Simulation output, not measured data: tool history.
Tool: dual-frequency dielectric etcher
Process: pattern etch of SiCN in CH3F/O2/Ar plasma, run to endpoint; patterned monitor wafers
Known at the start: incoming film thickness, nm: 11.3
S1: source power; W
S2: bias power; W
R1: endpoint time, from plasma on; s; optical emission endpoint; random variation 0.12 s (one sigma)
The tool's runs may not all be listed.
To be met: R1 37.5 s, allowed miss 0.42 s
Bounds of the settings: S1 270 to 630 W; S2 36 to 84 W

| run | hour | S1 | S2 | R1 |
|---|---|---|---|---|
| 1 | 0 | 450 | 60 | 32.037 |
| 2 | 3.1 | 390 | 59 | 34.249 |
| 3 | 11.8 | 360 | 59 | 35.144 |
| 4 | 13.6 | 310 | 59 | 37.209 |
| 5 | 14.9 | 370 | 59 | 34.594 |
| 6 | 22.8 | 400 | 59 | 33.886 |
| 7 | 28.9 | 370 | 59 | 34.861 |
| 8 | 36.7 | 350 | 59 | 35.499 |
| 9 | 39.5 | 350 | 59 | 35.525 |
| 10 | 44.2 | 330 | 59 | 36.266 |
| 11 | 45.6 | 320 | 59 | 36.525 |
| 12 | 47.8 | 310 | 59 | 36.947 |

Which of these 5 next moves meets every target?
| A | 50 | 360 | 52 | ? |
| B | 50 | 350 | 57 | ? |
| C | 50 | 320 | 61 | ? |
| D | 50 | 290 | 63 | ? |
| E | 50 | 360 | 56 | ? |

| move | R1 |
|---|---|
| A | 37.313 |
| B | 35.888 |
| C | 35.738 |
| D | 36.359 |
| E | 35.864 |
A: meets every target
B: further off than the last run
C: further off than the last run
D: further off than the last run
E: further off than the last run
Answer: A
